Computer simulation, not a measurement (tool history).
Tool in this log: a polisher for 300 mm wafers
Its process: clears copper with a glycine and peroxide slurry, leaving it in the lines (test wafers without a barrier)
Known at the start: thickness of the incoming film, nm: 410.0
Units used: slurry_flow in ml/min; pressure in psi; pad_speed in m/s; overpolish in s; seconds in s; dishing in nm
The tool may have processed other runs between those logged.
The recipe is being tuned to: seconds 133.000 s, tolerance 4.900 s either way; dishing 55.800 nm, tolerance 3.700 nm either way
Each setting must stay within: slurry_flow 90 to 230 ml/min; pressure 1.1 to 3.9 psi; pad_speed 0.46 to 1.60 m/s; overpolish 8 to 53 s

{"run": 1, "day": 0.0, "slurry_flow": 150, "pressure": 2.5, "pad_speed": 1.02, "overpolish": 27, "seconds": 98.322, "dishing": 65.867}
{"run": 2, "day": 0.304, "slurry_flow": 120, "pressure": 2.5, "pad_speed": 1.02, "overpolish": 27, "seconds": 101.8, "dishing": 61.565}
{"run": 3, "day": 0.508, "slurry_flow": 90, "pressure": 2.5, "pad_speed": 1.02, "overpolish": 27, "seconds": 104.96, "dishing": 61.549}
{"run": 4, "day": 0.642, "slurry_flow": 90, "pressure": 2.5, "pad_speed": 1.16, "overpolish": 27, "seconds": 96.162, "dishing": 65.842}
{"run": 5, "day": 0.725, "slurry_flow": 90, "pressure": 2.5, "pad_speed": 1.16, "overpolish": 32, "seconds": 98.911, "dishing": 71.111}
{"run": 6, "day": 1.079, "slurry_flow": 105, "pressure": 2.5, "pad_speed": 1.16, "overpolish": 32, "seconds": 94.422, "dishing": 71.577}
{"run": 7, "day": 1.167, "slurry_flow": 105, "pressure": 2.2, "pad_speed": 1.16, "overpolish": 32, "seconds": 101.38, "dishing": 68.013}
{"run": 8, "day": 1.379, "slurry_flow": 105, "pressure": 1.9, "pad_speed": 1.14, "overpolish": 33, "seconds": 114.41, "dishing": 65.499}
{"run": 9, "day": 1.608, "slurry_flow": 105, "pressure": 1.7, "pad_speed": 1.14, "overpolish": 32, "seconds": 122.16, "dishing": 59.401}
{"run": 10, "day": 1.788, "slurry_flow": 105, "pressure": 1.6, "pad_speed": 1.14, "overpolish": 32, "seconds": 124.91, "dishing": 59.006}

Exactly one of the 5 candidate moves below puts every result within its allowed miss. Which one?
{"run": "A", "day": 1.967, "slurry_flow": 95, "pressure": 1.2, "pad_speed": 1.36, "overpolish": 32, "seconds": "?", "dishing": "?"}
{"run": "B", "day": 1.967, "slurry_flow": 125, "pressure": 1.5, "pad_speed": 1.22, "overpolish": 24, "seconds": "?", "dishing": "?"}
{"run": "C", "day": 1.967, "slurry_flow": 105, "pressure": 1.8, "pad_speed": 0.92, "overpolish": 42, "seconds": "?", "dishing": "?"}
{"run": "D", "day": 1.967, "slurry_flow": 110, "pressure": 1.8, "pad_speed": 1.06, "overpolish": 24, "seconds": "?", "dishing": "?"}
{"run": "E", "day": 1.967, "slurry_flow": 125, "pressure": 1.6, "pad_speed": 1.18, "overpolish": 23, "seconds": "?", "dishing": "?"}

move=A seconds=134.590 dishing=55.598
move=B seconds=123.080 dishing=48.975
move=C seconds=136.650 dishing=68.983
move=D seconds=123.870 dishing=49.377
move=E seconds=121.310 dishing=48.144
A: in spec on every target
B: its largest miss is bigger than the last run's
C: meets the target for the result that was furthest off, but another lies outside its allowed miss
D: its largest miss is bigger than the last run's
E: its largest miss is bigger than the last run's
A is the move that brings every result within its allowed miss.
